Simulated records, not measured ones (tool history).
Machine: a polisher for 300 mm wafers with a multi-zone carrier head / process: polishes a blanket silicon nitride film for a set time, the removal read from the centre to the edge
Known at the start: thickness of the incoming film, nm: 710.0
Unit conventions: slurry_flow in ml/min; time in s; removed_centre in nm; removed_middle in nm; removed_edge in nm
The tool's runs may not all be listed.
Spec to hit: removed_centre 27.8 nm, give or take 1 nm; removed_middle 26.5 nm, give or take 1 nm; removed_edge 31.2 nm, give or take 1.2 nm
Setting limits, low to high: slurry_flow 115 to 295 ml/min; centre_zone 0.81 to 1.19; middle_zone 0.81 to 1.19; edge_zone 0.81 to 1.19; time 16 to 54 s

{"run": 1, "hour": 0.0, "slurry_flow": 190, "centre_zone": 1, "middle_zone": 1, "edge_zone": 1, "time": 35, "removed_centre": 42.582, "removed_middle": 42.488, "removed_edge": 42.225}
{"run": 2, "hour": 5.1, "slurry_flow": 190, "centre_zone": 1, "middle_zone": 1, "edge_zone": 0.95, "time": 35, "removed_centre": 42.442, "removed_middle": 42.802, "removed_edge": 42.188}
{"run": 3, "hour": 12.8, "slurry_flow": 180, "centre_zone": 0.98, "middle_zone": 0.96, "edge_zone": 0.96, "time": 32, "removed_centre": 37.968, "removed_middle": 37.918, "removed_edge": 37.736}
{"run": 4, "hour": 19.0, "slurry_flow": 180, "centre_zone": 0.9, "middle_zone": 0.96, "edge_zone": 0.96, "time": 32, "removed_centre": 35.309, "removed_middle": 37.786, "removed_edge": 37.819}
{"run": 5, "hour": 20.7, "slurry_flow": 170, "centre_zone": 0.89, "middle_zone": 0.92, "edge_zone": 1, "time": 30, "removed_centre": 33.386, "removed_middle": 33.733, "removed_edge": 35.927}
{"run": 6, "hour": 26.8, "slurry_flow": 165, "centre_zone": 0.87, "middle_zone": 0.89, "edge_zone": 1, "time": 29, "removed_centre": 31.279, "removed_middle": 31.448, "removed_edge": 34.947}
{"run": 7, "hour": 32.7, "slurry_flow": 160, "centre_zone": 0.87, "middle_zone": 0.87, "edge_zone": 0.99, "time": 28, "removed_centre": 29.848, "removed_middle": 29.948, "removed_edge": 32.835}
{"run": 8, "hour": 35.4, "slurry_flow": 155, "centre_zone": 0.87, "middle_zone": 0.86, "edge_zone": 1, "time": 28, "removed_centre": 29.685, "removed_middle": 28.699, "removed_edge": 33.453}
{"run": 9, "hour": 43.9, "slurry_flow": 150, "centre_zone": 0.87, "middle_zone": 0.85, "edge_zone": 0.99, "time": 28, "removed_centre": 29.809, "removed_middle": 28.873, "removed_edge": 33.485}
{"run": 10, "hour": 49.3, "slurry_flow": 150, "centre_zone": 0.87, "middle_zone": 0.84, "edge_zone": 0.98, "time": 28, "removed_centre": 29.37, "removed_middle": 28.788, "removed_edge": 33.242}
{"run": 11, "hour": 51.1, "slurry_flow": 150, "centre_zone": 0.87, "middle_zone": 0.83, "edge_zone": 0.98, "time": 28, "removed_centre": 29.318, "removed_middle": 28.556, "removed_edge": 32.593}
{"run": 12, "hour": 54.2, "slurry_flow": 145, "centre_zone": 0.87, "middle_zone": 0.83, "edge_zone": 0.98, "time": 28, "removed_centre": 28.879, "removed_middle": 28.167, "removed_edge": 32.758}

Exactly one of the 5 candidate moves below puts every result within its allowed miss. Which one?
{"run": "A", "hour": 57.3, "slurry_flow": 150, "centre_zone": 0.89, "middle_zone": 0.81, "edge_zone": 1.07, "time": 24, "removed_centre": "?", "removed_middle": "?", "removed_edge": "?"}
{"run": "B", "hour": 57.3, "slurry_flow": 180, "centre_zone": 0.99, "middle_zone": 0.94, "edge_zone": 0.89, "time": 25, "removed_centre": "?", "removed_middle": "?", "removed_edge": "?"}
{"run": "C", "hour": 57.3, "slurry_flow": 215, "centre_zone": 1.03, "middle_zone": 0.85, "edge_zone": 1.12, "time": 24, "removed_centre": "?", "removed_middle": "?", "removed_edge": "?"}
{"run": "D", "hour": 57.3, "slurry_flow": 115, "centre_zone": 0.87, "middle_zone": 0.81, "edge_zone": 0.92, "time": 28, "removed_centre": "?", "removed_middle": "?", "removed_edge": "?"}
{"run": "E", "hour": 57.3, "slurry_flow": 115, "centre_zone": 0.81, "middle_zone": 0.83, "edge_zone": 0.99, "time": 27, "removed_centre": "?", "removed_middle": "?", "removed_edge": "?"}

move=A removed_centre=25.672 removed_middle=24.469 removed_edge=28.84
move=B removed_centre=29.568 removed_middle=29.571 removed_edge=28.645
move=C removed_centre=29.897 removed_middle=26.762 removed_edge=30.466
move=D removed_centre=27.984 removed_middle=27.235 removed_edge=30.796
move=E removed_centre=25.826 removed_middle=26.786 removed_edge=30.47
A: pushes the last run's worst result past its target
B: moves away from the targets compared with the last run
C: the furthest-off result lands on target, but another misses its tolerance
D: hits every target within its allowed miss
E: the furthest-off result lands on target, but another misses its tolerance
Move D is the one to make.
